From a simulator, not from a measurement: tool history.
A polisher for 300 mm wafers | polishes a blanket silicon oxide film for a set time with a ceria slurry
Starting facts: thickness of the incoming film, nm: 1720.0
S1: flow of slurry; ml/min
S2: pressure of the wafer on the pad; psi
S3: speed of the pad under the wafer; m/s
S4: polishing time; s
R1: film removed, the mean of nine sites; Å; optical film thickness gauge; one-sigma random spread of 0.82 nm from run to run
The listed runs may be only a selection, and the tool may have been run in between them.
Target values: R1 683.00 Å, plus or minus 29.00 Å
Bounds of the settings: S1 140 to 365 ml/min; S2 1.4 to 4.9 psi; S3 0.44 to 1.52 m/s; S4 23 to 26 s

run,day,S1,S2,S3,S4,R1
1,0.000,235,3.1,0.98,26,915.68
2,0.083,235,3.0,0.98,26,885.31
3,0.246,270,3.0,0.98,26,915.53
4,0.308,270,2.7,0.98,26,866.58
5,0.471,265,2.6,0.98,26,838.80
6,0.725,265,2.6,0.98,23,745.88
7,0.933,260,2.6,0.98,23,739.53
8,1.212,255,2.6,0.98,23,754.42

Exercise: of the 5 proposed moves below, exactly one satisfies all targets within the stated allowed misses. Which move is it?
A,1.492,245,2.3,0.98,23,?
B,1.492,255,3.0,0.90,26,?
C,1.492,260,4.3,0.70,26,?
D,1.492,250,2.5,0.98,26,?
E,1.492,200,2.7,0.98,23,?

move,R1
A,693.74
B,840.94
C,831.60
D,821.51
E,747.18
A: all results in spec
B: lands further from the targets than the last run did
C: lands further from the targets than the last run did
D: lands further from the targets than the last run did
E: closes in on the targets versus the last run, not all within tolerance yet
Go with A: it meets all targets.

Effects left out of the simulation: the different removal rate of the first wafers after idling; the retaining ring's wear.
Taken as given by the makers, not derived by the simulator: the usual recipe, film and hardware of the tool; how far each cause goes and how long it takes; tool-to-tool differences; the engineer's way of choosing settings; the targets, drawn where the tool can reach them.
